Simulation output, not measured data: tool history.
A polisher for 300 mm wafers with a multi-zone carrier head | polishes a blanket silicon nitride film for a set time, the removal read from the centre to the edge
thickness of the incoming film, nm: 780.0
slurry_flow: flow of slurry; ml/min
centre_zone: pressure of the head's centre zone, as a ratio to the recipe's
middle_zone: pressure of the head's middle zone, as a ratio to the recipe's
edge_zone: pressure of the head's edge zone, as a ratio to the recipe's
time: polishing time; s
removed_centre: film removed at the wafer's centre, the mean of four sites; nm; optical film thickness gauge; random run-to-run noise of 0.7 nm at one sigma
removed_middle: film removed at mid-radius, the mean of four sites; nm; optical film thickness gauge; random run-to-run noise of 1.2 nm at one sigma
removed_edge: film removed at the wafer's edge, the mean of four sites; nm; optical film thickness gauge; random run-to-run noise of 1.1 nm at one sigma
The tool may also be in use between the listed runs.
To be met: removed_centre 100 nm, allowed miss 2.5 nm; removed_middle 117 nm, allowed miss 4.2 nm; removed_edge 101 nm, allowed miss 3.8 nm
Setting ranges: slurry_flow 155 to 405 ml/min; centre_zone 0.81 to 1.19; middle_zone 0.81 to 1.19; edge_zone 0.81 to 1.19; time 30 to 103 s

run    day  slurry_flow  centre_zone  middle_zone  edge_zone  time  removed_centre  removed_middle  removed_edge
  1      0          260            1            1          1    66          126.69          127.63        127.82
  2  0.238          260         0.97            1          1    66          123.18          125.35        130.23
  3  0.475          260         0.97            1          1    50          93.181          96.369        97.333
  4  0.729          260         0.97            1       0.95    50          93.429          97.354        95.247
  5  0.842          290         0.97            1       0.95    50          95.007          97.895        96.346
  6  0.908          290         0.97            1       0.95    64          121.41          125.95        121.28
  7  1.267          280         0.95         1.01       0.92    62          116.51          121.79        118.77
  8  1.379          295         0.94         1.04       0.91    59          108.77          119.27        110.59
  9  1.621          290         0.93         1.05       0.89    58          106.92          117.92        108.92
 10  1.742          290         0.92         1.06       0.87    57           103.8          117.53        105.85
 11  1.917          285         0.92         1.07       0.86    57          104.09          118.55        104.96
 12  2.083          280         0.92         1.07       0.85    57          104.38          117.97        102.94

Pick the move, out of 5, that brings all results within their allowed miss; only one does.
  A  2.25          220         1.01         1.12       0.91    60               ?               ?             ?
  B  2.25          300         0.95         1.14       0.92    53               ?               ?             ?
  C  2.25          285         0.98         1.14        0.9    55               ?               ?             ?
  D  2.25          235         1.14          1.1       0.81    56               ?               ?             ?
  E  2.25          295         0.96         1.05       0.86    58               ?               ?             ?

move  removed_centre  removed_middle  removed_edge
   A          113.74          127.13        109.76
   B          100.39          118.57        100.33
   C          105.88          122.36        102.64
   D          117.34          117.91        97.956
   E           110.4          120.73        106.46
A: the biggest miss grows against the last run
B: every result within its allowed miss
C: the biggest miss grows against the last run
D: the biggest miss grows against the last run
E: the biggest miss grows against the last run
Answer: B
